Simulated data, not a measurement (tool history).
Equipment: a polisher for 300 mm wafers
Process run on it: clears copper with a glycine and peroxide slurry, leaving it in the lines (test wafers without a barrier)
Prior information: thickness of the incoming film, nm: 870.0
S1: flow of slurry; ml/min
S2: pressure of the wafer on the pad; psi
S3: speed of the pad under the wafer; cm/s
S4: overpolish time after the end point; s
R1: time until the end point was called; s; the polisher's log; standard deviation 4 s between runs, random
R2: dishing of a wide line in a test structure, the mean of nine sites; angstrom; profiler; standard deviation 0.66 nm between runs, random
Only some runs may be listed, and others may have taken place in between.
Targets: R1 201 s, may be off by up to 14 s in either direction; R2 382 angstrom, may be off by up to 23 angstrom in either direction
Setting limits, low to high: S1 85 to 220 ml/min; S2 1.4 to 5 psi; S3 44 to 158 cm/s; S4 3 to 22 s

Run 1, day 0: S1 140 ml/min, S2 3.2 psi, S3 100 cm/s, S4 11 s. Result: R1 139.66 s, R2 519.74 angstrom.
Run 2, day 0.346: S1 140 ml/min, S2 2.6 psi, S3 100 cm/s, S4 11 s. Result: R1 166.06 s, R2 445.92 angstrom.
Run 3, day 0.633: S1 140 ml/min, S2 2.6 psi, S3 100 cm/s, S4 9 s. Result: R1 170.76 s, R2 387.76 angstrom.
Run 4, day 0.8: S1 140 ml/min, S2 2.6 psi, S3 100 cm/s, S4 12 s. Result: R1 163.37 s, R2 485.6 angstrom.
Run 5, day 0.875: S1 140 ml/min, S2 2.6 psi, S3 100 cm/s, S4 9 s. Result: R1 168.91 s, R2 372.98 angstrom.
Run 6, day 0.917: S1 140 ml/min, S2 2.6 psi, S3 82 cm/s, S4 9 s. Result: R1 196.18 s, R2 329.95 angstrom.
At day 1.021: worn pad replaced by a new one.
Run 7, day 1.021: S1 135 ml/min, S2 2.5 psi, S3 82 cm/s, S4 10 s. Result: R1 186.33 s, R2 386.09 angstrom.
Run 8, day 1.317: S1 135 ml/min, S2 2.5 psi, S3 82 cm/s, S4 10 s. Result: R1 178.72 s, R2 375.05 angstrom.
Run 9, day 1.417: S1 135 ml/min, S2 2.5 psi, S3 82 cm/s, S4 10 s. Result: R1 184.99 s, R2 379.96 angstrom.

Which single option among these 4 for the next run brings every result within its allowed miss of target? Just one does.
Run A, day 1.517: S1 150 ml/min, S2 3.2 psi, S3 56 cm/s, S4 12 s. Result: R1 ?, R2 ?.
Run B, day 1.517: S1 110 ml/min, S2 3.1 psi, S3 80 cm/s, S4 9 s. Result: R1 ?, R2 ?.
Run C, day 1.517: S1 135 ml/min, S2 2.4 psi, S3 78 cm/s, S4 13 s. Result: R1 ?, R2 ?.
Run D, day 1.517: S1 155 ml/min, S2 2.3 psi, S3 78 cm/s, S4 11 s. Result: R1 ?, R2 ?.

move      R1      R2
   A  205.63  428.41
   B  171.14  387.12
   C   203.2     459
   D  204.22  393.86
A: corrects the largest miss of the last run, while another result sits out of spec
B: misses by more than the last run did
C: corrects the largest miss of the last run, while another result sits out of spec
D: every result within its allowed miss
The move that meets every target is D.
